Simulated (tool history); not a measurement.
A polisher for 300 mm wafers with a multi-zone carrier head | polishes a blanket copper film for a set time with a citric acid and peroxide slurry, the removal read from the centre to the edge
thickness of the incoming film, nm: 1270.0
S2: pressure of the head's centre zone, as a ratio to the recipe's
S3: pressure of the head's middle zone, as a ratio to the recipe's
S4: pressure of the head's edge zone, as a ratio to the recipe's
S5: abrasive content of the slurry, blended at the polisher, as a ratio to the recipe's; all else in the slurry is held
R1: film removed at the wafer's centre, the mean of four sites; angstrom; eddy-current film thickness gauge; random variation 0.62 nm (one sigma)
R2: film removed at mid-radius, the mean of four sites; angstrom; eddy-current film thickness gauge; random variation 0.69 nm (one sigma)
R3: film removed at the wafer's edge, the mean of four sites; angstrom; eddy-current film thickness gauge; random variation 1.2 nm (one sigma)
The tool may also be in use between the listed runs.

Run 1, hour 0.0: flow of slurry (ml/min) 240, S2 1.00, S3 1.00, S4 1.00, S5 1.00, polishing time (s) 37. Result: R1 622.58 angstrom, R2 648.02 angstrom, R3 623.71 angstrom.
Run 2, hour 7.1: flow of slurry (ml/min) 240, S2 1.00, S3 1.00, S4 1.00, S5 1.00, polishing time (s) 42. Result: R1 703.21 angstrom, R2 721.08 angstrom, R3 705.08 angstrom.
Run 3, hour 10.1: flow of slurry (ml/min) 240, S2 1.00, S3 1.00, S4 1.00, S5 1.00, polishing time (s) 33. Result: R1 553.36 angstrom, R2 569.64 angstrom, R3 553.44 angstrom.
Run 4, hour 17.4: flow of slurry (ml/min) 245, S2 1.02, S3 0.99, S4 1.03, S5 1.10, polishing time (s) 34. Result: R1 601.50 angstrom, R2 594.65 angstrom, R3 599.50 angstrom.
Run 5, hour 23.5: flow of slurry (ml/min) 205, S2 1.02, S3 0.99, S4 1.03, S5 1.10, polishing time (s) 34. Result: R1 575.19 angstrom, R2 578.62 angstrom, R3 581.79 angstrom.
Run 6, hour 31.3: flow of slurry (ml/min) 205, S2 1.10, S3 0.99, S4 1.03, S5 1.10, polishing time (s) 34. Result: R1 626.11 angstrom, R2 581.35 angstrom, R3 593.10 angstrom.
Run 7, hour 32.1: flow of slurry (ml/min) 220, S2 1.11, S3 1.00, S4 1.06, S5 1.15, polishing time (s) 34. Result: R1 639.50 angstrom, R2 607.04 angstrom, R3 608.92 angstrom.
Run 8, hour 35.1: flow of slurry (ml/min) 230, S2 1.12, S3 0.99, S4 1.08, S5 1.20, polishing time (s) 35. Result: R1 674.71 angstrom, R2 617.75 angstrom, R3 642.54 angstrom.
Run 9, hour 39.3: flow of slurry (ml/min) 240, S2 1.13, S3 0.99, S4 1.10, S5 1.25, polishing time (s) 35. Result: R1 696.35 angstrom, R2 641.65 angstrom, R3 640.66 angstrom.

Run 10 comes next. What will it give?
Run 10, hour 40.9: flow of slurry (ml/min) 225, S2 1.13, S3 0.98, S4 1.11, S5 1.30, polishing time (s) 36. Result: R1 ?, R2 ?, R3 ?.

R1: 709.49 angstrom
R2: 641.80 angstrom
R3: 681.56 angstrom
